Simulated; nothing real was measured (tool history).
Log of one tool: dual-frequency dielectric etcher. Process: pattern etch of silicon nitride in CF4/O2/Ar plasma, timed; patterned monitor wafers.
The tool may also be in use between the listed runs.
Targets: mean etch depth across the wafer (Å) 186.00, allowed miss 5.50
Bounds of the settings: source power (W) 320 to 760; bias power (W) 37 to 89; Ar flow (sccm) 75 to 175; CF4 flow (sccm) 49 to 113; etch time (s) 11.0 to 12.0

run  hour  source power (W)  bias power (W)  Ar flow (sccm)  CF4 flow (sccm)  etch time (s)  mean etch depth across the wafer (Å)
  1   0.0               540              63             125               81           12.0                                241.77
  2   1.2               500              62             125               81           12.0                                230.88
  3   5.9               460              61             126               81           12.0                                217.43
  4  13.1               460              52             126               81           12.0                                200.79
  5  14.8               460              52             126               81           12.0                                201.31
  6  17.1               460              52             126               69           12.0                                195.98
  7  18.9               450              52             126               69           12.0                                194.14
  8  20.4               440              52             126               69           12.0                                191.80

4 next moves are on the table. One of them brings every result within its allowed miss. Which?
  A  21.9               380              57             122               70           12.0                                     ?
  B  21.9               570              46             108               52           12.0                                     ?
  C  21.9               490              44             130               60           11.5                                     ?
  D  21.9               400              65             108               81           11.5                                     ?

move  mean etch depth across the wafer (Å)
   A                                188.09
   B                                203.55
   C                                174.94
   D                                204.43
A: meets every target
B: further off than the last run
C: takes the result that was furthest off past its target
D: further off than the last run
The right move is A.

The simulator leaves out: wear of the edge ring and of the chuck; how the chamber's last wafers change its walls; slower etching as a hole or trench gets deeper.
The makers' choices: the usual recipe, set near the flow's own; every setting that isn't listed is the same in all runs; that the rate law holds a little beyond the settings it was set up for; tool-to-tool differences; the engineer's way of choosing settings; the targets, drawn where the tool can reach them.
